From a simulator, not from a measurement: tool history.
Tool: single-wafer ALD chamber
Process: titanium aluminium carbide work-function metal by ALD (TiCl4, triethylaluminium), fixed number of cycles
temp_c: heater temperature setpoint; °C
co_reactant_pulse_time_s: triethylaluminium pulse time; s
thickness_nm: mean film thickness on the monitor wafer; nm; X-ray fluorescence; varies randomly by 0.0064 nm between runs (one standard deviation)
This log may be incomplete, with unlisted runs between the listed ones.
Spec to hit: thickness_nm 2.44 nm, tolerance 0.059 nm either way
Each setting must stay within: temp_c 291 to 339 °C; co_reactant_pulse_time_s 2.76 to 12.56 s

Run 1, day 0: temp_c 315 °C, co_reactant_pulse_time_s 7.66 s. Result: thickness_nm 2.164 nm.
Run 2, day 0.346: temp_c 304 °C, co_reactant_pulse_time_s 7.66 s. Result: thickness_nm 2.0675 nm.
Run 3, day 0.438: temp_c 297 °C, co_reactant_pulse_time_s 7.66 s. Result: thickness_nm 2.0204 nm.
Run 4, day 0.575: temp_c 297 °C, co_reactant_pulse_time_s 6.47 s. Result: thickness_nm 1.9355 nm.
Run 5, day 0.617: temp_c 302 °C, co_reactant_pulse_time_s 7.29 s. Result: thickness_nm 2.0463 nm.
Run 6, day 0.758: temp_c 306 °C, co_reactant_pulse_time_s 7.9 s. Result: thickness_nm 2.104 nm.
Run 7, day 0.917: temp_c 318 °C, co_reactant_pulse_time_s 10.35 s. Result: thickness_nm 2.2889 nm.
Run 8, day 1.029: temp_c 320 °C, co_reactant_pulse_time_s 10.64 s. Result: thickness_nm 2.3148 nm.
Run 9, day 1.071: temp_c 322 °C, co_reactant_pulse_time_s 10.89 s. Result: thickness_nm 2.3285 nm.
Run 10, day 1.246: temp_c 324 °C, co_reactant_pulse_time_s 11.15 s. Result: thickness_nm 2.347 nm.

Exercise: of the 4 proposed moves below, exactly one satisfies all targets within the stated allowed misses. Which move is it?
Run A, day 1.421: temp_c 314 °C, co_reactant_pulse_time_s 8.68 s. Result: thickness_nm ?.
Run B, day 1.421: temp_c 316 °C, co_reactant_pulse_time_s 8.19 s. Result: thickness_nm ?.
Run C, day 1.421: temp_c 329 °C, co_reactant_pulse_time_s 12.56 s. Result: thickness_nm ?.
Run D, day 1.421: temp_c 311 °C, co_reactant_pulse_time_s 10.23 s. Result: thickness_nm ?.

move  thickness_nm
   A        2.1986
   B         2.192
   C        2.4101
   D        2.2234
A: further off than the last run
B: further off than the last run
C: all results land within tolerance of their targets
D: further off than the last run
Go with C: it meets all targets.
